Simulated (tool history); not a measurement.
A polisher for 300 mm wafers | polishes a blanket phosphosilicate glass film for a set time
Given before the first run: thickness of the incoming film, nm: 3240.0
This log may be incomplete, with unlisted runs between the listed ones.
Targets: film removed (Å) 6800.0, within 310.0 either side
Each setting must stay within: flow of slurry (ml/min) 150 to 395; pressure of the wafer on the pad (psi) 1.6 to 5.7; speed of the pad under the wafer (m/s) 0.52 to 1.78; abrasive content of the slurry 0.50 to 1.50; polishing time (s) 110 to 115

run,hour,flow of slurry (ml/min),pressure of the wafer on the pad (psi),speed of the pad under the wafer (m/s),abrasive content of the slurry,polishing time (s),film removed (Å)
1,0.0,250,3.6,1.14,1.00,110,10809.0
2,3.4,250,3.4,1.14,1.00,110,10147.0
3,12.1,250,3.4,1.14,1.20,110,11248.0
4,19.8,250,3.4,0.88,1.20,110,9155.1
5,26.1,250,4.0,0.88,1.20,110,10328.0
6,31.3,250,4.0,0.88,1.20,115,10866.0
7,39.1,250,4.0,0.88,1.20,115,10917.0
8,46.3,250,3.8,0.88,1.20,115,10553.0
9,50.7,250,3.6,0.88,1.20,115,9987.0
10,52.5,250,3.4,0.88,1.20,115,9365.5
11,56.7,250,3.3,0.88,1.20,115,8986.8
12,57.9,250,3.2,0.88,1.20,115,8693.9
13,61.6,250,2.2,0.86,1.20,115,6086.2

Of the 4 settings listed for the next run, only one would bring every result within its allowed miss of target. Which one?
A,65.3,260,2.3,0.82,1.15,110,?
B,65.3,345,2.5,0.70,0.90,110,?
C,65.3,255,2.3,0.86,1.50,113,?
D,65.3,190,1.8,1.10,1.05,115,?

move,film removed (Å)
A,5706.8
B,4943.8
C,6777.0
D,5553.2
A: lands further from the targets than the last run did
B: lands further from the targets than the last run did
C: every result within its allowed miss
D: lands further from the targets than the last run did
C meets every target.

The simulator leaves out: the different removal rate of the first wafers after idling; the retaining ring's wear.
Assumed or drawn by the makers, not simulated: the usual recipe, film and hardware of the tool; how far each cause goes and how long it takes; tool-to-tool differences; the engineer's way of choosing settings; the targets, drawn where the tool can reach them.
